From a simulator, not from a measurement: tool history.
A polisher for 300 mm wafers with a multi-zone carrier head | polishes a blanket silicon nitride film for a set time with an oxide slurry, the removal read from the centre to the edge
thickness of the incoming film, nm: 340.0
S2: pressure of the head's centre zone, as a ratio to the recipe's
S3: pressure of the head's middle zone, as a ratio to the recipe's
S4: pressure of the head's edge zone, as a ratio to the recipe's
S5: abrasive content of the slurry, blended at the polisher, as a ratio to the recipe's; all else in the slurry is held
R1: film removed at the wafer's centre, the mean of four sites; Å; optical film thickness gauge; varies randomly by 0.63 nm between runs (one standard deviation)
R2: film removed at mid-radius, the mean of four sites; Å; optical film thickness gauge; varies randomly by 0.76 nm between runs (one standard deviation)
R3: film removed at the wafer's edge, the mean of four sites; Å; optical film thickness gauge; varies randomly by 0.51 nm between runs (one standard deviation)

{"run": 1, "hour": 0.0, "flow of slurry (ml/min)": 225, "S2": 1.0, "S3": 1.0, "S4": 1.0, "S5": 1.0, "polishing time (s)": 88, "R1": 716.74, "R2": 714.58, "R3": 735.44}
{"run": 2, "hour": 2.0, "flow of slurry (ml/min)": 225, "S2": 1.07, "S3": 1.0, "S4": 1.0, "S5": 1.0, "polishing time (s)": 88, "R1": 745.28, "R2": 710.47, "R3": 718.24}
{"run": 3, "hour": 7.5, "flow of slurry (ml/min)": 225, "S2": 1.07, "S3": 1.0, "S4": 0.93, "S5": 1.0, "polishing time (s)": 88, "R1": 730.82, "R2": 731.03, "R3": 705.89}
{"run": 4, "hour": 8.1, "flow of slurry (ml/min)": 225, "S2": 1.1, "S3": 1.0, "S4": 0.93, "S5": 1.0, "polishing time (s)": 88, "R1": 768.68, "R2": 719.74, "R3": 698.18}
{"run": 5, "hour": 13.9, "flow of slurry (ml/min)": 220, "S2": 1.07, "S3": 1.0, "S4": 0.92, "S5": 0.85, "polishing time (s)": 85, "R1": 650.73, "R2": 641.1, "R3": 629.89}
{"run": 6, "hour": 22.5, "flow of slurry (ml/min)": 220, "S2": 1.06, "S3": 1.01, "S4": 0.9, "S5": 0.75, "polishing time (s)": 84, "R1": 623.54, "R2": 589.18, "R3": 566.49}
{"run": 7, "hour": 28.2, "flow of slurry (ml/min)": 210, "S2": 1.01, "S3": 1.02, "S4": 0.89, "S5": 0.7, "polishing time (s)": 84, "R1": 563.04, "R2": 570.63, "R3": 547.1}

Run 8 has not been measured yet. What should we expect?
{"run": 8, "hour": 29.0, "flow of slurry (ml/min)": 190, "S2": 0.93, "S3": 1.02, "S4": 0.83, "S5": 0.55, "polishing time (s)": 83, "R1": "?", "R2": "?", "R3": "?"}

For run 8 the tool returned R1 451.83 Å, R2 477.72 Å, R3 449.65 Å.
